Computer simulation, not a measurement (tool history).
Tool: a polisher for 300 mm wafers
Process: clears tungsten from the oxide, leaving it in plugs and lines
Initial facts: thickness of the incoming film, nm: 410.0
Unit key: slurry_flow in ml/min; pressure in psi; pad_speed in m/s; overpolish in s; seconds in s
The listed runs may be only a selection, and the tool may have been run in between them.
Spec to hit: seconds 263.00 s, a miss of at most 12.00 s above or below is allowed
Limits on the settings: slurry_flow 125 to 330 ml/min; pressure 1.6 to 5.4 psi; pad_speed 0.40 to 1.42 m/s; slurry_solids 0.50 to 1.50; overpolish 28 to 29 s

{"run": 1, "hour": 0.0, "slurry_flow": 210, "pressure": 3.5, "pad_speed": 0.9, "slurry_solids": 1.0, "overpolish": 28, "seconds": 110.02}
{"run": 2, "hour": 8.8, "slurry_flow": 210, "pressure": 3.2, "pad_speed": 0.86, "slurry_solids": 1.0, "overpolish": 28, "seconds": 121.99}
{"run": 3, "hour": 16.9, "slurry_flow": 210, "pressure": 3.2, "pad_speed": 0.86, "slurry_solids": 1.0, "overpolish": 29, "seconds": 123.89}
{"run": 4, "hour": 20.3, "slurry_flow": 210, "pressure": 2.6, "pad_speed": 0.86, "slurry_solids": 1.0, "overpolish": 29, "seconds": 151.64}
{"run": 5, "hour": 27.0, "slurry_flow": 210, "pressure": 2.4, "pad_speed": 0.82, "slurry_solids": 1.0, "overpolish": 29, "seconds": 169.82}
{"run": 6, "hour": 35.3, "slurry_flow": 210, "pressure": 2.3, "pad_speed": 0.8, "slurry_solids": 1.0, "overpolish": 29, "seconds": 179.65}
{"run": 7, "hour": 36.3, "slurry_flow": 210, "pressure": 2.2, "pad_speed": 0.78, "slurry_solids": 1.0, "overpolish": 29, "seconds": 195.96}
{"run": 8, "hour": 38.7, "slurry_flow": 210, "pressure": 2.1, "pad_speed": 0.76, "slurry_solids": 1.0, "overpolish": 29, "seconds": 205.14}
{"run": 9, "hour": 41.7, "slurry_flow": 205, "pressure": 1.6, "pad_speed": 0.64, "slurry_solids": 1.0, "overpolish": 29, "seconds": 309.71}
{"hour": 48.1, "done": "slurry blender recalibrated"}
{"run": 10, "hour": 48.1, "slurry_flow": 210, "pressure": 1.7, "pad_speed": 0.64, "slurry_solids": 1.0, "overpolish": 29, "seconds": 278.15}
{"run": 11, "hour": 56.1, "slurry_flow": 215, "pressure": 1.7, "pad_speed": 0.64, "slurry_solids": 1.0, "overpolish": 29, "seconds": 275.06}
{"run": 12, "hour": 63.2, "slurry_flow": 225, "pressure": 1.7, "pad_speed": 0.64, "slurry_solids": 1.0, "overpolish": 29, "seconds": 278.92}

5 candidate next runs follow, results not yet known. Just one meets every target within its allowed miss. Identify it.
{"run": "A", "hour": 70.3, "slurry_flow": 175, "pressure": 2.3, "pad_speed": 0.56, "slurry_solids": 1.0, "overpolish": 28, "seconds": "?"}
{"run": "B", "hour": 70.3, "slurry_flow": 155, "pressure": 2.2, "pad_speed": 0.5, "slurry_solids": 1.2, "overpolish": 29, "seconds": "?"}
{"run": "C", "hour": 70.3, "slurry_flow": 265, "pressure": 1.6, "pad_speed": 0.66, "slurry_solids": 0.75, "overpolish": 28, "seconds": "?"}
{"run": "D", "hour": 70.3, "slurry_flow": 245, "pressure": 1.8, "pad_speed": 0.72, "slurry_solids": 1.0, "overpolish": 28, "seconds": "?"}
{"run": "E", "hour": 70.3, "slurry_flow": 195, "pressure": 1.6, "pad_speed": 0.64, "slurry_solids": 0.95, "overpolish": 28, "seconds": "?"}

move=A seconds=241.82
move=B seconds=272.04
move=C seconds=298.02
move=D seconds=237.40
move=E seconds=303.52
A: the result that was furthest off in the last run now lies on the other side of its target
B: every result within its allowed miss
C: misses by more than the last run did
D: the result that was furthest off in the last run now lies on the other side of its target
E: misses by more than the last run did
The right move is B.
